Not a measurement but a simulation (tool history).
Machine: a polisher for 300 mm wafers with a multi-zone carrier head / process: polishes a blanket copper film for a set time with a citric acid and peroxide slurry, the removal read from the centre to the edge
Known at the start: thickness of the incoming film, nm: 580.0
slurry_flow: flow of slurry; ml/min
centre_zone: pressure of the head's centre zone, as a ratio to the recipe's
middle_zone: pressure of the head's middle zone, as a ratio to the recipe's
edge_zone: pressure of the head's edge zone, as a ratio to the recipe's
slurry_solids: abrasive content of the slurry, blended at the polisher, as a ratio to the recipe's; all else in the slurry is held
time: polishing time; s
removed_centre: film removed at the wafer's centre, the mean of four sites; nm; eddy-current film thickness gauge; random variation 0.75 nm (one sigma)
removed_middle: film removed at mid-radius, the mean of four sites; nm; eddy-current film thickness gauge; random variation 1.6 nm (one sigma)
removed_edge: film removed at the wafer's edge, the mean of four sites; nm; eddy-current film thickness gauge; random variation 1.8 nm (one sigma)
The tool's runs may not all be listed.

run  hour  slurry_flow  centre_zone  middle_zone  edge_zone  slurry_solids  time  removed_centre  removed_middle  removed_edge
  1     0          165            1            1          1              1    66          162.34          167.85        162.94
  2     8          200            1            1          1              1    66          168.31          169.46        160.88
  3  12.8          200         1.05            1          1              1    66          177.73          169.83        165.92
  4  14.2          200         1.05         0.93          1              1    66          176.94          161.33        170.26
  5  22.4          200         1.05         0.99          1              1    66          175.43          166.12        165.49
  6  24.3          200         1.13         0.99          1              1    66          191.85          169.42         163.6
  7  29.5          190         1.05            1       0.98           0.85    65          165.46          160.01        153.83

What will run 8 give?
  8  30.3          180         0.99         0.99       0.96           0.75    65               ?               ?             ?

{"run 8": {"removed_centre": 148.74, "removed_middle": 152.11, "removed_edge": 145.62}}

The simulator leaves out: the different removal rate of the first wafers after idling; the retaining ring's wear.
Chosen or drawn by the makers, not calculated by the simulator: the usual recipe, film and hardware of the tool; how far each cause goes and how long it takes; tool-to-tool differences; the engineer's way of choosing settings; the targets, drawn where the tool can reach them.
